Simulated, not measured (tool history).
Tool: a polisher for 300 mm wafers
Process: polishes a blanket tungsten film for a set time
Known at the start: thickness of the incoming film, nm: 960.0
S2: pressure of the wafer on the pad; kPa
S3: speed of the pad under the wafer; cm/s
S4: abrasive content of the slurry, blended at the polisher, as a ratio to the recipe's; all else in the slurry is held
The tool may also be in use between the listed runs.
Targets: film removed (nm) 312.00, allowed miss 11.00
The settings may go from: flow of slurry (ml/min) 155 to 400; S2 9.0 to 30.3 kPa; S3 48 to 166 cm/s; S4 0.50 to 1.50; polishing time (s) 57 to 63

{"run": 1, "day": 0.0, "flow of slurry (ml/min)": 255, "S2": 19.3, "S3": 106, "S4": 1.0, "polishing time (s)": 63, "film removed (nm)": 235.42}
{"run": 2, "day": 0.092, "flow of slurry (ml/min)": 255, "S2": 15.2, "S3": 106, "S4": 1.0, "polishing time (s)": 63, "film removed (nm)": 199.01}
{"run": 3, "day": 0.433, "flow of slurry (ml/min)": 255, "S2": 15.2, "S3": 106, "S4": 1.0, "polishing time (s)": 63, "film removed (nm)": 198.75}
{"run": 4, "day": 0.604, "flow of slurry (ml/min)": 255, "S2": 11.7, "S3": 106, "S4": 1.0, "polishing time (s)": 63, "film removed (nm)": 161.76}
{"run": 5, "day": 0.733, "flow of slurry (ml/min)": 255, "S2": 13.1, "S3": 106, "S4": 1.0, "polishing time (s)": 63, "film removed (nm)": 175.46}
{"run": 6, "day": 0.85, "flow of slurry (ml/min)": 255, "S2": 13.1, "S3": 106, "S4": 1.0, "polishing time (s)": 57, "film removed (nm)": 161.74}
{"run": 7, "day": 1.029, "flow of slurry (ml/min)": 255, "S2": 14.5, "S3": 106, "S4": 1.0, "polishing time (s)": 57, "film removed (nm)": 174.72}
{"run": 8, "day": 1.146, "flow of slurry (ml/min)": 255, "S2": 15.9, "S3": 106, "S4": 1.0, "polishing time (s)": 57, "film removed (nm)": 186.85}
{"run": 9, "day": 1.238, "flow of slurry (ml/min)": 255, "S2": 17.2, "S3": 106, "S4": 1.0, "polishing time (s)": 57, "film removed (nm)": 196.92}
{"run": 10, "day": 1.558, "flow of slurry (ml/min)": 255, "S2": 18.6, "S3": 106, "S4": 1.0, "polishing time (s)": 57, "film removed (nm)": 213.51}
{"run": 11, "day": 1.729, "flow of slurry (ml/min)": 255, "S2": 19.3, "S3": 106, "S4": 1.0, "polishing time (s)": 57, "film removed (nm)": 215.47}
{"run": 12, "day": 1.942, "flow of slurry (ml/min)": 255, "S2": 20.7, "S3": 106, "S4": 1.0, "polishing time (s)": 57, "film removed (nm)": 229.56}
{"run": 13, "day": 2.154, "flow of slurry (ml/min)": 255, "S2": 21.4, "S3": 106, "S4": 1.0, "polishing time (s)": 57, "film removed (nm)": 235.39}
{"run": 14, "day": 2.279, "flow of slurry (ml/min)": 255, "S2": 22.1, "S3": 106, "S4": 1.0, "polishing time (s)": 57, "film removed (nm)": 239.48}
{"run": 15, "day": 2.621, "flow of slurry (ml/min)": 255, "S2": 22.8, "S3": 106, "S4": 1.0, "polishing time (s)": 57, "film removed (nm)": 249.06}
{"run": 16, "day": 2.662, "flow of slurry (ml/min)": 255, "S2": 23.4, "S3": 106, "S4": 1.0, "polishing time (s)": 57, "film removed (nm)": 246.81}

Which of these 5 next moves meets every target?
{"run": "A", "day": 2.704, "flow of slurry (ml/min)": 185, "S2": 22.8, "S3": 136, "S4": 0.9, "polishing time (s)": 63, "film removed (nm)": "?"}
{"run": "B", "day": 2.704, "flow of slurry (ml/min)": 195, "S2": 22.1, "S3": 84, "S4": 1.15, "polishing time (s)": 57, "film removed (nm)": "?"}
{"run": "C", "day": 2.704, "flow of slurry (ml/min)": 235, "S2": 25.5, "S3": 108, "S4": 1.0, "polishing time (s)": 60, "film removed (nm)": "?"}
{"run": "D", "day": 2.704, "flow of slurry (ml/min)": 325, "S2": 24.1, "S3": 108, "S4": 1.05, "polishing time (s)": 58, "film removed (nm)": "?"}
{"run": "E", "day": 2.704, "flow of slurry (ml/min)": 285, "S2": 20.7, "S3": 90, "S4": 0.9, "polishing time (s)": 59, "film removed (nm)": "?"}

move=A film_removed_(nm)=308.43
move=B film_removed_(nm)=203.56
move=C film_removed_(nm)=287.59
move=D film_removed_(nm)=278.23
move=E film_removed_(nm)=205.99
A: meets every target
B: further off than the last run
C: nearer than the last run, and not there yet
D: nearer than the last run, and not there yet
E: further off than the last run
Move A is the one to make.
